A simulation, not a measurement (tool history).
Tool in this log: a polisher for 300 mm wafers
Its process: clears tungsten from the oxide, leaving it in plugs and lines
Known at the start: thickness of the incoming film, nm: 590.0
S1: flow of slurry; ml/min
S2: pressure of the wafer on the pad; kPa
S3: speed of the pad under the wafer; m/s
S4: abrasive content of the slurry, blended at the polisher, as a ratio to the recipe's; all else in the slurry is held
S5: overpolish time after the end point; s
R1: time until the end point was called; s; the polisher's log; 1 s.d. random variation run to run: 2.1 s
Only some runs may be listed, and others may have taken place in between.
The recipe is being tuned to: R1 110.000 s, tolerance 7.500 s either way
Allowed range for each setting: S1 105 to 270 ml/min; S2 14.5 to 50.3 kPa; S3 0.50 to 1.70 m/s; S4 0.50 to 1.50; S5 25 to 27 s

Run 1, day 0.000: S1 175 ml/min, S2 32.4 kPa, S3 1.10 m/s, S4 1.00, S5 25 s. Result: R1 74.757 s.
Run 2, day 0.329: S1 155 ml/min, S2 32.4 kPa, S3 1.10 m/s, S4 1.00, S5 25 s. Result: R1 73.875 s.
Run 3, day 0.521: S1 135 ml/min, S2 32.4 kPa, S3 1.10 m/s, S4 1.00, S5 25 s. Result: R1 78.941 s.
Run 4, day 0.800: S1 135 ml/min, S2 30.3 kPa, S3 1.08 m/s, S4 1.00, S5 25 s. Result: R1 83.175 s.
Run 5, day 0.946: S1 135 ml/min, S2 36.5 kPa, S3 1.08 m/s, S4 1.00, S5 25 s. Result: R1 69.782 s.
Run 6, day 1.083: S1 135 ml/min, S2 36.5 kPa, S3 1.08 m/s, S4 1.15, S5 25 s. Result: R1 69.665 s.
Run 7, day 1.375: S1 135 ml/min, S2 33.1 kPa, S3 1.06 m/s, S4 1.15, S5 25 s. Result: R1 78.833 s.
Run 8, day 1.583: S1 135 ml/min, S2 31.0 kPa, S3 1.04 m/s, S4 1.15, S5 25 s. Result: R1 80.623 s.
Run 9, day 1.625: S1 135 ml/min, S2 28.3 kPa, S3 1.02 m/s, S4 1.15, S5 25 s. Result: R1 91.708 s.
Run 10, day 1.825: S1 135 ml/min, S2 26.9 kPa, S3 1.02 m/s, S4 1.15, S5 25 s. Result: R1 97.726 s.
Run 11, day 1.954: S1 135 ml/min, S2 26.2 kPa, S3 1.02 m/s, S4 1.15, S5 25 s. Result: R1 100.110 s.
Run 12, day 2.262: S1 135 ml/min, S2 25.5 kPa, S3 1.02 m/s, S4 1.15, S5 25 s. Result: R1 101.380 s.

Exactly one of the 5 candidate moves below puts every result within its allowed miss. Which one?
Run A, day 2.571: S1 110 ml/min, S2 22.1 kPa, S3 1.34 m/s, S4 1.15, S5 25 s. Result: R1 ?.
Run B, day 2.571: S1 140 ml/min, S2 22.1 kPa, S3 0.86 m/s, S4 1.10, S5 27 s. Result: R1 ?.
Run C, day 2.571: S1 135 ml/min, S2 26.9 kPa, S3 1.16 m/s, S4 1.20, S5 25 s. Result: R1 ?.
Run D, day 2.571: S1 105 ml/min, S2 26.2 kPa, S3 1.06 m/s, S4 1.25, S5 27 s. Result: R1 ?.
Run E, day 2.571: S1 145 ml/min, S2 33.8 kPa, S3 0.72 m/s, S4 1.00, S5 27 s. Result: R1 ?.

move       R1
   A   93.803
   B  133.460
   C   83.141
   D   97.727
   E  105.170
A: further off than the last run
B: takes the result that was furthest off past its target
C: further off than the last run
D: further off than the last run
E: every result lands within tolerance
Correct choice: E, which meets every target
